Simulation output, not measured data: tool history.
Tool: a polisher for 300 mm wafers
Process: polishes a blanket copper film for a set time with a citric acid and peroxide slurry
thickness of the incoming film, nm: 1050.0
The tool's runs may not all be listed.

run,hour,flow of slurry (ml/min),pressure of the wafer on the pad (kPa),speed of the pad under the wafer (cm/s),abrasive content of the slurry,polishing time (s),film removed (nm)
1,0,205,15.9,114,1,94,209.32
2,3.8,205,15.9,114,0.9,94,205.48
3,4.4,205,15.9,126,0.9,94,223.1
4,12.8,205,15.2,124,0.9,94,214.71
5,14,205,17.2,124,0.9,94,238.48
6,15.2,205,15.9,120,0.9,94,219.55
7,22.4,195,11.7,88,0.85,94,116.22
8,29.5,195,11.7,88,0.85,94,118.97

Expected results for the next run?
9,32.4,195,11.7,88,0.85,94,?

For run 9 the tool returned film removed (nm) 117.89.

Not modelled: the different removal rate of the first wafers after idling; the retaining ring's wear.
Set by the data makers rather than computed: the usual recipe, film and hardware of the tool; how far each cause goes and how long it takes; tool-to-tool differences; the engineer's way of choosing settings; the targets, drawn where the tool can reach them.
